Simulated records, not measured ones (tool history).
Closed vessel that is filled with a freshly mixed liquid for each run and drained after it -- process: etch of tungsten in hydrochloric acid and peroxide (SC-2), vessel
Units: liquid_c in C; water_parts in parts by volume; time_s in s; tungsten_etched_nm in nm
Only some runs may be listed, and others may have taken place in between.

run	hour	liquid_c	water_parts	time_s	tungsten_etched_nm
1	0.0	52.0	9	100	36.833
2	1.4	50.5	9	100	33.015
3	5.6	49.5	9	100	31.219
4	10.3	48.5	9	100	29.344
5	12.1	47.5	9	100	26.972
6	20.2	47.5	9	110	29.950
7	25.2	46.5	9	110	28.099

Run 8 comes next. What will it give?
8	32.3	46.0	9	110	?

{"run 8": {"tungsten_etched_nm": 27.09}}
